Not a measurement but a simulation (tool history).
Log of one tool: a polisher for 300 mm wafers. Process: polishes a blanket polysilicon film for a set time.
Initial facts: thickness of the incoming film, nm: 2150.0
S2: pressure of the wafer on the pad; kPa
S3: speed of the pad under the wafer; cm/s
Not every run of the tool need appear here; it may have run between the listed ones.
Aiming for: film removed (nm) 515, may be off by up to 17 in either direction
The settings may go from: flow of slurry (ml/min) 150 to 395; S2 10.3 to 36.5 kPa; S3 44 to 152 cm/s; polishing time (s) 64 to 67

{"run": 1, "hour": 0.0, "flow of slurry (ml/min)": 250, "S2": 23.4, "S3": 98, "polishing time (s)": 64, "film removed (nm)": 703.18}
{"run": 2, "hour": 8.9, "flow of slurry (ml/min)": 250, "S2": 23.4, "S3": 98, "polishing time (s)": 67, "film removed (nm)": 737.76}
{"run": 3, "hour": 16.4, "flow of slurry (ml/min)": 250, "S2": 23.4, "S3": 90, "polishing time (s)": 67, "film removed (nm)": 706.75}
{"run": 4, "hour": 20.7, "flow of slurry (ml/min)": 250, "S2": 23.4, "S3": 114, "polishing time (s)": 67, "film removed (nm)": 826.3}
{"run": 5, "hour": 25.5, "flow of slurry (ml/min)": 250, "S2": 23.4, "S3": 104, "polishing time (s)": 67, "film removed (nm)": 761.66}
{"run": 6, "hour": 34.4, "flow of slurry (ml/min)": 250, "S2": 20.7, "S3": 104, "polishing time (s)": 67, "film removed (nm)": 701.49}
{"run": 7, "hour": 39.6, "flow of slurry (ml/min)": 250, "S2": 17.9, "S3": 104, "polishing time (s)": 67, "film removed (nm)": 630.18}
{"run": 8, "hour": 41.9, "flow of slurry (ml/min)": 250, "S2": 15.9, "S3": 104, "polishing time (s)": 67, "film removed (nm)": 578.91}
{"run": 9, "hour": 42.5, "flow of slurry (ml/min)": 250, "S2": 15.2, "S3": 104, "polishing time (s)": 67, "film removed (nm)": 554.37}
{"run": 10, "hour": 45.1, "flow of slurry (ml/min)": 250, "S2": 14.5, "S3": 104, "polishing time (s)": 67, "film removed (nm)": 542.97}

Below are 5 possible settings for the next run. Only one of them brings all results inside the allowed miss of their targets. Which is it?
{"run": "A", "hour": 47.7, "flow of slurry (ml/min)": 270, "S2": 13.1, "S3": 106, "polishing time (s)": 67, "film removed (nm)": "?"}
{"run": "B", "hour": 47.7, "flow of slurry (ml/min)": 280, "S2": 13.8, "S3": 96, "polishing time (s)": 64, "film removed (nm)": "?"}
{"run": "C", "hour": 47.7, "flow of slurry (ml/min)": 270, "S2": 17.2, "S3": 94, "polishing time (s)": 67, "film removed (nm)": "?"}
{"run": "D", "hour": 47.7, "flow of slurry (ml/min)": 235, "S2": 18.6, "S3": 90, "polishing time (s)": 67, "film removed (nm)": "?"}
{"run": "E", "hour": 47.7, "flow of slurry (ml/min)": 235, "S2": 15.2, "S3": 114, "polishing time (s)": 64, "film removed (nm)": "?"}

move=A film_removed_(nm)=523.69
move=B film_removed_(nm)=485.53
move=C film_removed_(nm)=584.02
move=D film_removed_(nm)=590.69
move=E film_removed_(nm)=572.94
A: meets every target
B: takes the biggest miss from the last run beyond its target
C: its largest miss is bigger than the last run's
D: its largest miss is bigger than the last run's
E: its largest miss is bigger than the last run's
The right move is A.

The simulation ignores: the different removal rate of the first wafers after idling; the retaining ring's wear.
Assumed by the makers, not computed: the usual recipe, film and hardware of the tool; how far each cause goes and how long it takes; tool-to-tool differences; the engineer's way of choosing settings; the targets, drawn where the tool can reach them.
